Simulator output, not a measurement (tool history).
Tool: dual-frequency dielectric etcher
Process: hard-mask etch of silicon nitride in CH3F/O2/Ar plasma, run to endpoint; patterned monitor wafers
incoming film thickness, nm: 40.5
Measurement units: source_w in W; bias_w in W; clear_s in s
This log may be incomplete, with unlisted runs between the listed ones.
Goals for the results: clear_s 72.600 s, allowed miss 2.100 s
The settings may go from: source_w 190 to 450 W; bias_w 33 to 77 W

{"run": 1, "hour": 0.0, "source_w": 320, "bias_w": 55, "clear_s": 63.393}
{"run": 2, "hour": 7.6, "source_w": 310, "bias_w": 54, "clear_s": 64.503}
{"run": 3, "hour": 10.1, "source_w": 310, "bias_w": 63, "clear_s": 61.194}
{"run": 4, "hour": 11.9, "source_w": 310, "bias_w": 53, "clear_s": 64.667}
{"run": 5, "hour": 13.3, "source_w": 310, "bias_w": 49, "clear_s": 66.707}
{"run": 6, "hour": 21.3, "source_w": 310, "bias_w": 59, "clear_s": 62.699}
{"run": 7, "hour": 27.5, "source_w": 300, "bias_w": 58, "clear_s": 63.109}
{"run": 8, "hour": 32.8, "source_w": 290, "bias_w": 56, "clear_s": 65.549}
{"run": 9, "hour": 34.7, "source_w": 280, "bias_w": 55, "clear_s": 66.775}
{"hour": 40.9, "done": "bias power generator calibrated"}
{"run": 10, "hour": 40.9, "source_w": 270, "bias_w": 55, "clear_s": 67.52}
{"run": 11, "hour": 48.1, "source_w": 260, "bias_w": 55, "clear_s": 68.641}

Below are 4 possible settings for the next run. Only one of them brings all results inside the allowed miss of their targets. Which is it?
{"run": "A", "hour": 55.3, "source_w": 270, "bias_w": 62, "clear_s": "?"}
{"run": "B", "hour": 55.3, "source_w": 250, "bias_w": 50, "clear_s": "?"}
{"run": "C", "hour": 55.3, "source_w": 370, "bias_w": 48, "clear_s": "?"}
{"run": "D", "hour": 55.3, "source_w": 290, "bias_w": 55, "clear_s": "?"}

move=A clear_s=65.501
move=B clear_s=72.188
move=C clear_s=63.767
move=D clear_s=66.521
A: further off than the last run
B: every result within its allowed miss
C: further off than the last run
D: further off than the last run
The move that meets every target is B.
